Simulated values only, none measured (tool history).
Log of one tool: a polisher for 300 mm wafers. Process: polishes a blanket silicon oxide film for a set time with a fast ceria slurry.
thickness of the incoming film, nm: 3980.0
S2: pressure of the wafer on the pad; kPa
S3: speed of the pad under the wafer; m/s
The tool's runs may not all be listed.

Run 1, hour 0: flow of slurry (ml/min) 160, S2 18.6 kPa, S3 1.24 m/s, polishing time (s) 33. Result: film removed (Å) 4979.3.
Run 2, hour 8.9: flow of slurry (ml/min) 160, S2 18.6 kPa, S3 1.24 m/s, polishing time (s) 33. Result: film removed (Å) 5042.6.
Run 3, hour 15.9: flow of slurry (ml/min) 160, S2 18.6 kPa, S3 1.24 m/s, polishing time (s) 30. Result: film removed (Å) 4528.
Run 4, hour 18.6: flow of slurry (ml/min) 165, S2 20 kPa, S3 1.24 m/s, polishing time (s) 30. Result: film removed (Å) 4816.3.
Run 5, hour 21.3: flow of slurry (ml/min) 165, S2 21.4 kPa, S3 1.26 m/s, polishing time (s) 30. Result: film removed (Å) 4995.
Run 6, hour 22.9: flow of slurry (ml/min) 165, S2 22.1 kPa, S3 1.3 m/s, polishing time (s) 30. Result: film removed (Å) 5394.5.

The next listed run, before its measurement:
Run 7, hour 30.1: flow of slurry (ml/min) 195, S2 26.9 kPa, S3 1.32 m/s, polishing time (s) 30. Result: film removed (Å) ?.

film removed (Å): 6360.7

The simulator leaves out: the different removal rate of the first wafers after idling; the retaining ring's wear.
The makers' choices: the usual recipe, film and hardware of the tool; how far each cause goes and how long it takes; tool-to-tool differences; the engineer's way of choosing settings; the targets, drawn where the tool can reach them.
